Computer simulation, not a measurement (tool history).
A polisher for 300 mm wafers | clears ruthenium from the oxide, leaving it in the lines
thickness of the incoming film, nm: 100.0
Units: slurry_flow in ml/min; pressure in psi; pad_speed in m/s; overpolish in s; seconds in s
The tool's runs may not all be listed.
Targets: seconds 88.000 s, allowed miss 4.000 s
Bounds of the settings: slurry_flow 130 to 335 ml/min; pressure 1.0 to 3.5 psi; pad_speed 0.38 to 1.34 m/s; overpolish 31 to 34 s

| run | hour | slurry_flow | pressure | pad_speed | overpolish | seconds |
|---|---|---|---|---|---|---|
| 1 | 0.0 | 215 | 2.2 | 0.86 | 31 | 120.270 |
| 2 | 2.7 | 215 | 2.2 | 0.74 | 31 | 140.500 |
| 3 | 10.5 | 215 | 2.2 | 0.74 | 31 | 141.670 |
| 4 | 16.7 | 160 | 2.2 | 0.74 | 31 | 140.180 |
| 5 | 22.7 | 160 | 2.4 | 0.74 | 31 | 128.780 |
| 6 | 25.8 | 160 | 2.5 | 0.74 | 31 | 121.880 |
| 7 | 27.6 | 160 | 2.6 | 0.74 | 31 | 119.750 |
| 8 | 28.2 | 160 | 2.7 | 0.74 | 31 | 118.750 |
| 9 | 36.0 | 160 | 2.8 | 0.76 | 31 | 107.550 |
| 10 | 44.8 | 160 | 3.2 | 0.76 | 31 | 95.934 |
| 11 | 53.7 | 160 | 3.3 | 0.76 | 31 | 92.814 |

Which of these 4 next moves meets every target?
| A | 62.6 | 145 | 3.0 | 0.78 | 32 | ? |
| B | 62.6 | 150 | 2.8 | 0.88 | 34 | ? |
| C | 62.6 | 145 | 2.9 | 0.94 | 34 | ? |
| D | 62.6 | 165 | 3.2 | 0.70 | 31 | ? |

| move | seconds |
|---|---|
| A | 99.617 |
| B | 94.498 |
| C | 85.929 |
| D | 102.530 |
A: further off than the last run
B: further off than the last run
C: meets every target
D: further off than the last run
The right move is C.
